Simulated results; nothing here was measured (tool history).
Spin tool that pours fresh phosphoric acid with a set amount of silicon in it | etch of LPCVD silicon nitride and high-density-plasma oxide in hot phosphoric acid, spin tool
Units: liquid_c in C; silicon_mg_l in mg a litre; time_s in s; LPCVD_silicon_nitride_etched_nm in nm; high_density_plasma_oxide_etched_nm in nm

run  hour  liquid_c  silicon_mg_l  time_s  LPCVD_silicon_nitride_etched_nm  high_density_plasma_oxide_etched_nm
  1     0       160             9     180                            13.56                              0.26462
  2   2.2       160            13     180                           13.557                               0.2709
  3   7.6     160.5            13     185                           14.264                              0.25508
  4  14.5       161          11.5     190                           14.724                              0.31895
  5  16.9       163          11.5     190                           15.843                              0.35943
     19.5  -- heated supply line repaired
  6  19.5       161          11.5     190                           16.649                              0.34675
  7  26.5     161.5            11     190                           16.863                              0.35937
  8  31.8     162.5            11     190                            17.42                               0.4493

The next listed run, before its measurement:
  9  34.1       163            11     190                                ?                                    ?

LPCVD_silicon_nitride_etched_nm: 17.579 nm
high_density_plasma_oxide_etched_nm: 0.49648 nm
